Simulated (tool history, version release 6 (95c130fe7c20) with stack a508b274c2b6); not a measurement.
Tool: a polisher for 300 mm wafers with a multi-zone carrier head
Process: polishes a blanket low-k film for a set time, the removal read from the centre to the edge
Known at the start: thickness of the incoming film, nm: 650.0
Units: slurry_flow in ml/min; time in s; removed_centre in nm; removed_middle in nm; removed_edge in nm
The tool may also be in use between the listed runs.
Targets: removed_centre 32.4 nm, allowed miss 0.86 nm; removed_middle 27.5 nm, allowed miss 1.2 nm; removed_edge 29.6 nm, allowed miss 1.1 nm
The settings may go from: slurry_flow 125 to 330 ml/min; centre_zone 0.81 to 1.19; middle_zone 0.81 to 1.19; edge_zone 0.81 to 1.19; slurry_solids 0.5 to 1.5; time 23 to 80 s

{"run": 1, "hour": 0.0, "slurry_flow": 210, "centre_zone": 1, "middle_zone": 1, "edge_zone": 1, "slurry_solids": 1, "time": 51, "removed_centre": 22.868, "removed_middle": 23.101, "removed_edge": 22.506}
{"run": 2, "hour": 3.8, "slurry_flow": 215, "centre_zone": 1.02, "middle_zone": 1, "edge_zone": 1.03, "slurry_solids": 1.05, "time": 51, "removed_centre": 24.048, "removed_middle": 23.493, "removed_edge": 23.579}
{"run": 3, "hour": 12.3, "slurry_flow": 225, "centre_zone": 1.04, "middle_zone": 1.01, "edge_zone": 1.05, "slurry_solids": 1.1, "time": 51, "removed_centre": 25.262, "removed_middle": 24.292, "removed_edge": 24.481}
{"run": 4, "hour": 12.8, "slurry_flow": 250, "centre_zone": 1.04, "middle_zone": 1.01, "edge_zone": 1.05, "slurry_solids": 1.1, "time": 51, "removed_centre": 25.566, "removed_middle": 25.736, "removed_edge": 24.949}
{"run": 5, "hour": 14.8, "slurry_flow": 250, "centre_zone": 1.04, "middle_zone": 1.01, "edge_zone": 1.05, "slurry_solids": 1.1, "time": 60, "removed_centre": 29.991, "removed_middle": 28.959, "removed_edge": 29.309}
{"run": 6, "hour": 20.7, "slurry_flow": 250, "centre_zone": 1.05, "middle_zone": 1, "edge_zone": 1.05, "slurry_solids": 1.1, "time": 60, "removed_centre": 30.582, "removed_middle": 28.973, "removed_edge": 29.676}
{"run": 7, "hour": 29.1, "slurry_flow": 250, "centre_zone": 1.05, "middle_zone": 1, "edge_zone": 1.05, "slurry_solids": 1.1, "time": 60, "removed_centre": 30.463, "removed_middle": 29.474, "removed_edge": 29.442}
{"run": 8, "hour": 30.3, "slurry_flow": 250, "centre_zone": 1.06, "middle_zone": 0.99, "edge_zone": 1.05, "slurry_solids": 1.1, "time": 60, "removed_centre": 30.521, "removed_middle": 28.493, "removed_edge": 29.182}
{"run": 9, "hour": 32.6, "slurry_flow": 250, "centre_zone": 1.07, "middle_zone": 0.99, "edge_zone": 1.06, "slurry_solids": 1.1, "time": 60, "removed_centre": 31.139, "removed_middle": 28.572, "removed_edge": 28.707}
{"run": 10, "hour": 36.7, "slurry_flow": 250, "centre_zone": 1.07, "middle_zone": 0.98, "edge_zone": 1.07, "slurry_solids": 1.1, "time": 60, "removed_centre": 30.756, "removed_middle": 29.244, "removed_edge": 29.45}

Which of these 5 next moves meets every target?
{"run": "A", "hour": 40.8, "slurry_flow": 175, "centre_zone": 1.19, "middle_zone": 0.97, "edge_zone": 0.96, "slurry_solids": 1.5, "time": 56, "removed_centre": "?", "removed_middle": "?", "removed_edge": "?"}
{"run": "B", "hour": 40.8, "slurry_flow": 245, "centre_zone": 1.16, "middle_zone": 1.09, "edge_zone": 1.1, "slurry_solids": 0.75, "time": 73, "removed_centre": "?", "removed_middle": "?", "removed_edge": "?"}
{"run": "C", "hour": 40.8, "slurry_flow": 330, "centre_zone": 1.11, "middle_zone": 1.11, "edge_zone": 1.17, "slurry_solids": 0.8, "time": 68, "removed_centre": "?", "removed_middle": "?", "removed_edge": "?"}
{"run": "D", "hour": 40.8, "slurry_flow": 200, "centre_zone": 1.04, "middle_zone": 0.86, "edge_zone": 0.93, "slurry_solids": 1.35, "time": 60, "removed_centre": "?", "removed_middle": "?", "removed_edge": "?"}
{"run": "E", "hour": 40.8, "slurry_flow": 310, "centre_zone": 1.12, "middle_zone": 1.14, "edge_zone": 1.19, "slurry_solids": 1.1, "time": 54, "removed_centre": "?", "removed_middle": "?", "removed_edge": "?"}

move=A removed_centre=34.884 removed_middle=29.279 removed_edge=28.788
move=B removed_centre=32.577 removed_middle=30.762 removed_edge=28.848
move=C removed_centre=31.434 removed_middle=31.412 removed_edge=29.694
move=D removed_centre=32.065 removed_middle=27.857 removed_edge=29.661
move=E removed_centre=30.119 removed_middle=30.528 removed_edge=28.486
A: takes the result that was furthest off past its target
B: brings the result that was furthest off to its target, and leaves another outside
C: further off than the last run
D: meets every target
E: further off than the last run
Move D is the one to make.

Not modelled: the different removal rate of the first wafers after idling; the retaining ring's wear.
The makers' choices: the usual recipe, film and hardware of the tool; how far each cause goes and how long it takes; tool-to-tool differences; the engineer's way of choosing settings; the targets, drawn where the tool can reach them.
